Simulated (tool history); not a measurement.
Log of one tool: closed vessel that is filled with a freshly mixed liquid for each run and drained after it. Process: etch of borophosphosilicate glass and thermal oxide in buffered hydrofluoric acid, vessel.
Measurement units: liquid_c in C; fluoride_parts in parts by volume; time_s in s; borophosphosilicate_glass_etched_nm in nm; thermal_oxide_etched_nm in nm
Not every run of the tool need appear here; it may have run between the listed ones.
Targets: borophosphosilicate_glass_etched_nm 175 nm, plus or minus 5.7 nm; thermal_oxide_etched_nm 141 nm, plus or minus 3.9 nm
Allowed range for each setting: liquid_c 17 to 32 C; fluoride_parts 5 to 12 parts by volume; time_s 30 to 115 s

run,hour,liquid_c,fluoride_parts,time_s,borophosphosilicate_glass_etched_nm,thermal_oxide_etched_nm
1,0,24,7,60,116.22,93.875
2,5.8,25.5,7,60,123.88,101.14
3,10.4,26.5,7,60,131.94,107.32
4,19.4,27.5,7,60,137.77,113.82
5,23.2,28,7,60,141.69,116.25
6,30.2,25,7,60,120.2,98.384
7,39.4,26.5,7,60,131.25,106.33
8,46.1,27.5,7,60,140.14,111.75
# hour 51.9: hydrofluoric acid flow meter replaced
9,51.9,31.5,6.5,60,201.83,165.05
10,53.2,31,6.5,60,196.85,158.68

Which one of the following 4 next-run settings gets every result inside its allowed miss? There is exactly one.
A,54.5,29,5,50,?,?
B,54.5,27.5,9.5,85,?,?
C,54.5,32,5,40,?,?
D,54.5,30.5,9.5,85,?,?

move,borophosphosilicate_glass_etched_nm,thermal_oxide_etched_nm
A,183.5,150.82
B,157.79,130.88
C,171.26,141.07
D,184.56,153.33
A: closes in on the targets versus the last run, not all within tolerance yet
B: takes the biggest miss from the last run beyond its target
C: every result lands within tolerance
D: closes in on the targets versus the last run, not all within tolerance yet
So the answer is move C, the one that meets all the targets.

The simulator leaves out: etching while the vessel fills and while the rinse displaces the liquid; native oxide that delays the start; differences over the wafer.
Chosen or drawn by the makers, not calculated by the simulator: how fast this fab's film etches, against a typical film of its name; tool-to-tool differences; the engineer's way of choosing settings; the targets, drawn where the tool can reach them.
